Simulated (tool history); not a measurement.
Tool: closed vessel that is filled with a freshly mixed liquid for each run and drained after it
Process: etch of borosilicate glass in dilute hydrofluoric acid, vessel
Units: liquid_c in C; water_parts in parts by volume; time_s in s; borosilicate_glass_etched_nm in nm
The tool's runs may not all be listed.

| run | hour | liquid_c | water_parts | time_s | borosilicate_glass_etched_nm |
|---|---|---|---|---|---|
| 1 | 0 | 20 | 85 | 240 | 74.482 |
| 2 | 5.6 | 20 | 85 | 240 | 74.365 |
| 3 | 7.1 | 21 | 85 | 240 | 77.426 |
| 4 | 10.2 | 21.5 | 85 | 240 | 78.95 |
| 5 | 10.8 | 18 | 85 | 240 | 68.126 |
| 6 | 16.4 | 18 | 85 | 240 | 67.911 |
| 7 | 18.6 | 19 | 85 | 240 | 70.759 |
| 8 | 26 | 20 | 85 | 240 | 74.07 |
| 9 | 33.1 | 21 | 85 | 240 | 77.51 |
| 10 | 39.7 | 21.5 | 85 | 240 | 79.347 |
| 11 | 44.6 | 22 | 85 | 240 | 80.962 |
| 12 | 48.8 | 22.5 | 85 | 240 | 81.926 |

Forecast run 13:
| 13 | 51.7 | 23 | 85 | 240 | ? |

Run 13 gave borosilicate_glass_etched_nm 83.951 nm.
